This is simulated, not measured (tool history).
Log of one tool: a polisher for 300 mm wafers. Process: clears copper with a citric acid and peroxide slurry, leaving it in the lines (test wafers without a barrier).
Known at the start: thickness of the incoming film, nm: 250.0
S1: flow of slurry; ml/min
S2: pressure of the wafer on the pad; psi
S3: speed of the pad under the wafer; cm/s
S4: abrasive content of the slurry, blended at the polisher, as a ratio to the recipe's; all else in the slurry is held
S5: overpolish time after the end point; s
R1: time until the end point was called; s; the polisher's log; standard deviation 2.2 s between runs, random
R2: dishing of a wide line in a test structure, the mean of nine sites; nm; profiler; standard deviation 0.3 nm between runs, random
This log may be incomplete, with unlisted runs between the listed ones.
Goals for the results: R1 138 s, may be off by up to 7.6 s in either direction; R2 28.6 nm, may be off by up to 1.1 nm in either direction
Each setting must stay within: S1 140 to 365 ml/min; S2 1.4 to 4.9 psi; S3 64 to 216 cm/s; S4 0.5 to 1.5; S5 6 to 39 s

| run | day | S1 | S2 | S3 | S4 | S5 | R1 | R2 |
|---|---|---|---|---|---|---|---|---|
| 1 | 0 | 235 | 3.1 | 140 | 1 | 20 | 84.387 | 41.156 |
| 2 | 0.071 | 235 | 2.8 | 140 | 1 | 20 | 92.256 | 37.951 |
| 3 | 0.121 | 255 | 2.8 | 140 | 1 | 20 | 95.264 | 37.834 |
| 4 | 0.329 | 260 | 2.6 | 140 | 1 | 20 | 101.88 | 35.815 |
| 5 | 0.417 | 260 | 2.4 | 140 | 1 | 20 | 110.34 | 33.625 |
| 6 | 0.517 | 260 | 2.3 | 140 | 1 | 20 | 112.43 | 32.298 |
| 7 | 0.542 | 250 | 1.6 | 138 | 1 | 22 | 166.53 | 25.262 |
| 8 | 0.688 | 265 | 1.6 | 138 | 1 | 22 | 165.63 | 25.096 |
| 9 | 0.846 | 265 | 1.7 | 138 | 1 | 22 | 152.67 | 26.696 |
| 10 | 1.046 | 275 | 1.7 | 138 | 1 | 22 | 152.46 | 26.804 |

Next run, 4 choices. One meets every target within its allowed miss, the rest don't. Which?
| A | 1.246 | 295 | 1.7 | 150 | 1.05 | 20 | ? | ? |
| B | 1.246 | 275 | 1.9 | 138 | 0.95 | 21 | ? | ? |
| C | 1.246 | 310 | 1.4 | 160 | 0.95 | 25 | ? | ? |
| D | 1.246 | 290 | 1.7 | 132 | 1.2 | 22 | ? | ? |

| move | R1 | R2 |
|---|---|---|
| A | 139.68 | 26.552 |
| B | 139.16 | 27.986 |
| C | 159.79 | 28.393 |
| D | 154.48 | 26.434 |
A: the furthest-off result lands on target, but another misses its tolerance
B: in spec on every target
C: lands further from the targets than the last run did
D: lands further from the targets than the last run did
Go with B: it meets all targets.

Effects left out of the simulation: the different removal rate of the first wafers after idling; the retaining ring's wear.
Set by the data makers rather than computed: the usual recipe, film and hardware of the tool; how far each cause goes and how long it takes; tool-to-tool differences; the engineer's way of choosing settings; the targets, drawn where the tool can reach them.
